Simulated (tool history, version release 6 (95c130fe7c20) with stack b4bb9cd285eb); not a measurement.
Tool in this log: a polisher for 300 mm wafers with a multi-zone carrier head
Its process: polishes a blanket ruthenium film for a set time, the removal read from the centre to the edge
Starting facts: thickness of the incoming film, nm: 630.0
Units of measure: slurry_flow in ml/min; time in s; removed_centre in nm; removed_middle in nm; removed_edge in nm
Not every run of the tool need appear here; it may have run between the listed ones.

{"run": 1, "hour": 0.0, "slurry_flow": 225, "centre_zone": 1.0, "middle_zone": 1.0, "edge_zone": 1.0, "time": 45, "removed_centre": 33.373, "removed_middle": 34.236, "removed_edge": 32.7}
{"run": 2, "hour": 5.7, "slurry_flow": 255, "centre_zone": 1.0, "middle_zone": 1.0, "edge_zone": 1.0, "time": 45, "removed_centre": 33.929, "removed_middle": 34.241, "removed_edge": 33.504}
{"run": 3, "hour": 9.0, "slurry_flow": 255, "centre_zone": 1.0, "middle_zone": 0.94, "edge_zone": 1.0, "time": 45, "removed_centre": 34.158, "removed_middle": 31.68, "removed_edge": 33.637}
{"run": 4, "hour": 12.9, "slurry_flow": 255, "centre_zone": 1.0, "middle_zone": 0.86, "edge_zone": 1.0, "time": 45, "removed_centre": 34.069, "removed_middle": 30.109, "removed_edge": 33.534}
{"run": 5, "hour": 14.3, "slurry_flow": 255, "centre_zone": 1.01, "middle_zone": 0.89, "edge_zone": 1.0, "time": 47, "removed_centre": 35.293, "removed_middle": 32.049, "removed_edge": 35.197}
{"run": 6, "hour": 21.1, "slurry_flow": 260, "centre_zone": 1.03, "middle_zone": 0.92, "edge_zone": 0.99, "time": 48, "removed_centre": 37.34, "removed_middle": 33.531, "removed_edge": 35.647}
{"run": 7, "hour": 27.1, "slurry_flow": 260, "centre_zone": 1.04, "middle_zone": 0.94, "edge_zone": 0.99, "time": 49, "removed_centre": 38.146, "removed_middle": 34.73, "removed_edge": 35.875}
{"run": 8, "hour": 29.9, "slurry_flow": 260, "centre_zone": 1.05, "middle_zone": 0.96, "edge_zone": 1.0, "time": 50, "removed_centre": 39.722, "removed_middle": 38.149, "removed_edge": 37.541}
{"run": 9, "hour": 36.0, "slurry_flow": 265, "centre_zone": 1.06, "middle_zone": 0.97, "edge_zone": 1.0, "time": 51, "removed_centre": 41.023, "removed_middle": 38.146, "removed_edge": 38.184}
{"run": 10, "hour": 39.9, "slurry_flow": 270, "centre_zone": 1.07, "middle_zone": 0.99, "edge_zone": 1.01, "time": 52, "removed_centre": 42.445, "removed_middle": 40.062, "removed_edge": 39.019}
{"run": 11, "hour": 43.1, "slurry_flow": 275, "centre_zone": 1.08, "middle_zone": 1.0, "edge_zone": 1.02, "time": 53, "removed_centre": 43.733, "removed_middle": 40.752, "removed_edge": 40.026}
{"run": 12, "hour": 47.1, "slurry_flow": 275, "centre_zone": 1.09, "middle_zone": 1.01, "edge_zone": 1.02, "time": 54, "removed_centre": 44.563, "removed_middle": 42.528, "removed_edge": 40.808}

Run 13 has not been measured yet. What should we expect?
{"run": 13, "hour": 55.8, "slurry_flow": 275, "centre_zone": 1.1, "middle_zone": 1.02, "edge_zone": 1.02, "time": 55, "removed_centre": "?", "removed_middle": "?", "removed_edge": "?"}

Run 13 gave removed_centre 46.156 nm, removed_middle 43.198 nm, removed_edge 40.566 nm.
